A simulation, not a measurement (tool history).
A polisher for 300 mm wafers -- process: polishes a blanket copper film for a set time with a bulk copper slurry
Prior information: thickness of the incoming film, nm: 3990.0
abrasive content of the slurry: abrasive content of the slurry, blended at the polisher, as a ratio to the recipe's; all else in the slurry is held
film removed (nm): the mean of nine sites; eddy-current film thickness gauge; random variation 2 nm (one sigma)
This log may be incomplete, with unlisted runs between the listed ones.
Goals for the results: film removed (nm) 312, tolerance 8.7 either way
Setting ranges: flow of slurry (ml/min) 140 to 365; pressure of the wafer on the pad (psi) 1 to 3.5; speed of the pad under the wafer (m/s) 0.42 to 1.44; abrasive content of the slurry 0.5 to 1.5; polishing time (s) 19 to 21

run  hour  flow of slurry (ml/min)  pressure of the wafer on the pad (psi)  speed of the pad under the wafer (m/s)  abrasive content of the slurry  polishing time (s)  film removed (nm)
  1     0                      235                                     2.2                                    0.92                               1                  21             148.93
  2   7.4                      240                                     2.5                                    0.96                               1                  21              175.3
  3  14.8                      185                                     2.5                                    0.96                               1                  21             172.65
  4  20.2                      185                                     2.7                                       1                               1                  21             190.18
  5    28                      190                                     2.9                                    1.04                               1                  21             211.99
  6    29                      190                                       3                                    1.08                               1                  21             230.97
  7  29.6                      195                                     3.1                                     1.1                               1                  21             239.45
  8    37                      195                                     3.2                                    1.14                               1                  21             260.49
  9  39.1                      195                                     3.2                                    1.14                               1                  21              255.8
     44.9  -- head pressure recalibrated
 10  44.9                      195                                     3.3                                    1.16                               1                  21             296.58
 11  52.3                      200                                     3.3                                    1.16                               1                  21             296.64

4 next moves are on the table. One of them brings every result within its allowed miss. Which?
  A  59.7                      210                                     3.1                                     1.3                               1                  21                  ?
  B  59.7                      170                                     3.1                                    1.24                            1.05                  21                  ?
  C  59.7                      195                                       3                                    1.38                            1.05                  19                  ?
  D  59.7                      210                                     3.3                                    1.06                               1                  21                  ?

move  film removed (nm)
   A              312.7
   B             292.25
   C             290.97
   D             272.38
A: every result lands within tolerance
B: further off than the last run
C: further off than the last run
D: further off than the last run
Correct choice: A, which meets every target

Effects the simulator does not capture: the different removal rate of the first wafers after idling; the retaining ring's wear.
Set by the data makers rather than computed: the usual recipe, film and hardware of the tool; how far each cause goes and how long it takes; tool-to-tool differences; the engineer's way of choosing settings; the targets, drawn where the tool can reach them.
